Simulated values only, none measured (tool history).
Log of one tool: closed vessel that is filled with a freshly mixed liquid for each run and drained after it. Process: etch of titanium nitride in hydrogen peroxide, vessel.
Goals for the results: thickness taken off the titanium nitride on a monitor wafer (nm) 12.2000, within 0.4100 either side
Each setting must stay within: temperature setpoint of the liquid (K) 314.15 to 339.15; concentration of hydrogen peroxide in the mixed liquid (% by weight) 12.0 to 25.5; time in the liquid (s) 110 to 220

run	day	temperature setpoint of the liquid (K)	concentration of hydrogen peroxide in the mixed liquid (% by weight)	time in the liquid (s)	thickness taken off the titanium nitride on a monitor wafer (nm)
1	0.000	330.15	17.5	220	9.7464
2	0.296	327.65	17.5	220	8.1418
3	0.433	327.65	14.0	220	7.8861
4	0.804	329.15	14.0	220	8.8365
5	1.162	330.15	14.0	220	9.3012
6	1.475	331.15	14.0	220	10.0600
7	1.650	331.65	14.0	220	10.3690
8	1.954	332.15	14.0	220	10.7200
9	2.292	332.65	14.0	220	11.0590
10	2.312	333.15	14.0	220	11.4240

Exercise: of the 4 proposed moves below, exactly one satisfies all targets within the stated allowed misses. Which move is it?
A	2.333	332.65	13.0	220	?
B	2.333	334.15	13.0	220	?
C	2.333	332.15	12.5	220	?
D	2.333	332.65	14.0	220	?

move	thickness taken off the titanium nitride on a monitor wafer (nm)
A	11.1060
B	12.2960
C	10.6460
D	11.2800
A: moves away from the targets compared with the last run
B: meets every target
C: moves away from the targets compared with the last run
D: moves away from the targets compared with the last run
Answer: B

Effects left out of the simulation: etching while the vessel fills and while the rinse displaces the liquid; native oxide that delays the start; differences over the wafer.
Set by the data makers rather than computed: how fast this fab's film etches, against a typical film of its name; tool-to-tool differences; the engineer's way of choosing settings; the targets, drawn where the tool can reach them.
